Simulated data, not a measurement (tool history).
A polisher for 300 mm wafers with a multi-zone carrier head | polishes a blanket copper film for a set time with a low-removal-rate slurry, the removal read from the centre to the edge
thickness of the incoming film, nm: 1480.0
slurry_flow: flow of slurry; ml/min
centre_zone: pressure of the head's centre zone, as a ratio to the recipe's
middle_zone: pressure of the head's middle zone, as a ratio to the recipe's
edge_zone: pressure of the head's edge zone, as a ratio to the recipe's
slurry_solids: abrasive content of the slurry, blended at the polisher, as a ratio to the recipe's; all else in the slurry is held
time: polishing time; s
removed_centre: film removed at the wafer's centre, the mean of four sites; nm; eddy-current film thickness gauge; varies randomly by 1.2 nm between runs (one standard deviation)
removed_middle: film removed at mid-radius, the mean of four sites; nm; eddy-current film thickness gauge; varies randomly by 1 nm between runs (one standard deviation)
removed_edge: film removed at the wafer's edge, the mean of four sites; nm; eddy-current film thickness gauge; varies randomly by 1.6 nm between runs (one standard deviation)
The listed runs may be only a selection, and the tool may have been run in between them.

{"run": 1, "day": 0.0, "slurry_flow": 205, "centre_zone": 1, "middle_zone": 1, "edge_zone": 1, "slurry_solids": 1, "time": 66, "removed_centre": 217.1, "removed_middle": 213.85, "removed_edge": 211.69}
{"run": 2, "day": 0.317, "slurry_flow": 195, "centre_zone": 1.01, "middle_zone": 0.95, "edge_zone": 0.99, "slurry_solids": 0.85, "time": 60, "removed_centre": 187.12, "removed_middle": 179.37, "removed_edge": 186.57}
{"run": 3, "day": 0.342, "slurry_flow": 190, "centre_zone": 1.04, "middle_zone": 0.91, "edge_zone": 0.97, "slurry_solids": 0.75, "time": 56, "removed_centre": 175.19, "removed_middle": 156.08, "removed_edge": 164.62}
{"run": 4, "day": 0.371, "slurry_flow": 190, "centre_zone": 0.96, "middle_zone": 0.91, "edge_zone": 0.97, "slurry_solids": 0.75, "time": 56, "removed_centre": 159.87, "removed_middle": 153.82, "removed_edge": 168.11}
{"run": 5, "day": 0.521, "slurry_flow": 185, "centre_zone": 0.99, "middle_zone": 0.88, "edge_zone": 0.96, "slurry_solids": 0.7, "time": 54, "removed_centre": 155.69, "removed_middle": 145.81, "removed_edge": 161.11}
{"run": 6, "day": 0.542, "slurry_flow": 185, "centre_zone": 0.99, "middle_zone": 0.88, "edge_zone": 0.96, "slurry_solids": 0.55, "time": 54, "removed_centre": 148.08, "removed_middle": 134.88, "removed_edge": 145.4}
{"run": 7, "day": 0.808, "slurry_flow": 180, "centre_zone": 1.02, "middle_zone": 0.86, "edge_zone": 0.97, "slurry_solids": 0.55, "time": 53, "removed_centre": 147.65, "removed_middle": 132.44, "removed_edge": 145.62}

Forecast run 8:
{"day": 0.9, "done": "worn pad replaced by a new one"}
{"run": 8, "day": 0.9, "slurry_flow": 190, "centre_zone": 1.12, "middle_zone": 0.81, "edge_zone": 0.99, "slurry_solids": 0.5, "time": 44, "removed_centre": "?", "removed_middle": "?", "removed_edge": "?"}

removed_centre: 141.82 nm
removed_middle: 112.31 nm
removed_edge: 128.31 nm
